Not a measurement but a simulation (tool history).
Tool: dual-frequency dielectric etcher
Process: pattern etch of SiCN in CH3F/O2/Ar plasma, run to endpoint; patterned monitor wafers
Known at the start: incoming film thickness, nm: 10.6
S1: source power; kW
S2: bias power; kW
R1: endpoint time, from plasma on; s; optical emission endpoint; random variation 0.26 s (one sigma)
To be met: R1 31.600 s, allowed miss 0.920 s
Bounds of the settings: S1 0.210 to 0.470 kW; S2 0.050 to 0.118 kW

Run 1, day 0.000: S1 0.340 kW, S2 0.084 kW. Result: R1 26.039 s.
Run 2, day 0.262: S1 0.340 kW, S2 0.091 kW. Result: R1 25.746 s.
Run 3, day 0.296: S1 0.320 kW, S2 0.087 kW. Result: R1 26.045 s.
Run 4, day 0.517: S1 0.320 kW, S2 0.072 kW. Result: R1 27.664 s.
Run 5, day 0.783: S1 0.370 kW, S2 0.072 kW. Result: R1 26.351 s.
Run 6, day 0.929: S1 0.370 kW, S2 0.062 kW. Result: R1 27.330 s.
Run 7, day 1.300: S1 0.350 kW, S2 0.060 kW. Result: R1 28.886 s.
Run 8, day 1.671: S1 0.340 kW, S2 0.059 kW. Result: R1 28.819 s.
Run 9, day 1.725: S1 0.330 kW, S2 0.058 kW. Result: R1 29.315 s.
Run 10, day 2.062: S1 0.320 kW, S2 0.057 kW. Result: R1 29.416 s.

Which of these 4 next moves meets every target?
Run A, day 2.400: S1 0.350 kW, S2 0.068 kW. Result: R1 ?.
Run B, day 2.400: S1 0.350 kW, S2 0.071 kW. Result: R1 ?.
Run C, day 2.400: S1 0.320 kW, S2 0.065 kW. Result: R1 ?.
Run D, day 2.400: S1 0.290 kW, S2 0.050 kW. Result: R1 ?.

move      R1
   A  27.304
   B  26.974
   C  28.408
   D  31.341
A: further off than the last run
B: further off than the last run
C: further off than the last run
D: meets every target
Move D is the one to make.
